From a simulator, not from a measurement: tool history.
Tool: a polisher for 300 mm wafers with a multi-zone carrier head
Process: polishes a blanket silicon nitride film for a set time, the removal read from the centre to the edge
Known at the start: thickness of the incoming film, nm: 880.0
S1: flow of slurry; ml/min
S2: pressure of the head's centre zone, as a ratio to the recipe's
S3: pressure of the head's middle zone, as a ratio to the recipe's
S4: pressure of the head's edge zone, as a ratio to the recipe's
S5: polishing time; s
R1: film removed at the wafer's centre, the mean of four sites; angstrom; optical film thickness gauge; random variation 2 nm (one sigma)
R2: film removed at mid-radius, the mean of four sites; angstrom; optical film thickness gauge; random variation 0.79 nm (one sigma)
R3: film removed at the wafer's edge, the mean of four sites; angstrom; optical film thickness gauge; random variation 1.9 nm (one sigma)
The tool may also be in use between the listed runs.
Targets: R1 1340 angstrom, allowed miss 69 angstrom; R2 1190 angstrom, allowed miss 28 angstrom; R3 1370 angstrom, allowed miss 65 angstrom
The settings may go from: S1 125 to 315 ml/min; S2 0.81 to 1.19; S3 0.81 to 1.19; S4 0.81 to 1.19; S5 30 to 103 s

run	hour	S1	S2	S3	S4	S5	R1	R2	R3
1	0	205	1	1	1	66	1504.3	1453.5	1478.6
2	5.5	250	1	1	1	66	1550.8	1511	1488.9
3	13.9	230	0.98	0.95	0.98	65	1461.8	1425.2	1467
4	15	230	0.98	1	0.98	65	1480.3	1469.7	1445.2
5	21.9	230	0.98	1	0.98	75	1684.6	1720.3	1644.7
6	26.7	265	0.98	1	0.98	75	1709.7	1717.2	1674.4
# hour 34: worn pad replaced by a new one
7	34	265	0.98	0.94	0.98	69	1694.9	1600.6	1649.7
8	37.2	230	0.98	0.92	0.98	65	1532.5	1441.8	1506.9
9	41	210	0.98	0.89	0.99	62	1433.3	1348.9	1491.3
10	42.2	195	0.99	0.87	0.98	60	1384.7	1263	1359.7
11	47.5	185	0.99	0.85	0.99	60	1389.1	1216.9	1391.7

Which of these 4 next moves meets every target?
A	52.8	210	0.97	0.84	1	58	?	?	?
B	52.8	165	1.02	0.94	1.01	59	?	?	?
C	52.8	200	0.98	0.87	1.01	60	?	?	?
D	52.8	175	1.02	0.89	0.94	60	?	?	?

move	R1	R2	R3
A	1349	1191.3	1353.7
B	1384	1271.6	1341.6
C	1399.3	1256.9	1397.3
D	1423.2	1252.3	1343.2
A: meets every target
B: further off than the last run
C: further off than the last run
D: further off than the last run
Answer: A
